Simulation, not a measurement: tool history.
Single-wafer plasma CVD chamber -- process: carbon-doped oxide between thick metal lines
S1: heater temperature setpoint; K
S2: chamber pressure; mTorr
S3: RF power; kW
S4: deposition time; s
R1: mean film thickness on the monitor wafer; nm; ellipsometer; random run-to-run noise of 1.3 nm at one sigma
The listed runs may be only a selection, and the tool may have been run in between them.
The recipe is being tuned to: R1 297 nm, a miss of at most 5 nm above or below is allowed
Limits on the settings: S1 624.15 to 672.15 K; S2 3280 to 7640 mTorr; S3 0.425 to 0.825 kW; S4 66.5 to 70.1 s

{"run": 1, "hour": 0.0, "S1": 648.15, "S2": 5460, "S3": 0.625, "S4": 70.1, "R1": 375.13}
{"run": 2, "hour": 3.6, "S1": 649.15, "S2": 5200, "S3": 0.595, "S4": 69.9, "R1": 360.53}
{"run": 3, "hour": 5.8, "S1": 649.15, "S2": 5200, "S3": 0.525, "S4": 69.9, "R1": 337.31}
{"run": 4, "hour": 9.4, "S1": 650.15, "S2": 4960, "S3": 0.51, "S4": 69.8, "R1": 324.84}
{"run": 5, "hour": 18.4, "S1": 652.15, "S2": 4760, "S3": 0.505, "S4": 69.8, "R1": 321.25}
{"run": 6, "hour": 22.4, "S1": 652.15, "S2": 4300, "S3": 0.505, "S4": 69.8, "R1": 314.29}
{"run": 7, "hour": 25.4, "S1": 653.15, "S2": 4170, "S3": 0.505, "S4": 69.8, "R1": 313.23}
{"run": 8, "hour": 33.5, "S1": 654.15, "S2": 4030, "S3": 0.505, "S4": 69.8, "R1": 308.05}
{"run": 9, "hour": 35.1, "S1": 655.15, "S2": 3970, "S3": 0.505, "S4": 69.8, "R1": 311.47}
{"run": 10, "hour": 42.4, "S1": 655.15, "S2": 3890, "S3": 0.5, "S4": 69.8, "R1": 307.24}
{"run": 11, "hour": 49.6, "S1": 655.15, "S2": 3790, "S3": 0.5, "S4": 69.8, "R1": 305.31}

Exercise: of the 5 proposed moves below, exactly one satisfies all targets within the stated allowed misses. Which move is it?
{"run": "A", "hour": 56.8, "S1": 646.15, "S2": 3630, "S3": 0.51, "S4": 66.5, "R1": "?"}
{"run": "B", "hour": 56.8, "S1": 654.15, "S2": 3870, "S3": 0.515, "S4": 70.1, "R1": "?"}
{"run": "C", "hour": 56.8, "S1": 660.15, "S2": 4630, "S3": 0.495, "S4": 70.1, "R1": "?"}
{"run": "D", "hour": 56.8, "S1": 650.15, "S2": 4070, "S3": 0.575, "S4": 66.5, "R1": "?"}
{"run": "E", "hour": 56.8, "S1": 652.15, "S2": 3370, "S3": 0.53, "S4": 70.1, "R1": "?"}

move=A R1=298.88
move=B R1=314.99
move=C R1=312.49
move=D R1=324.07
move=E R1=316.27
A: each result inside its tolerance
B: the biggest miss grows against the last run
C: the biggest miss grows against the last run
D: the biggest miss grows against the last run
E: the biggest miss grows against the last run
The right move is A.
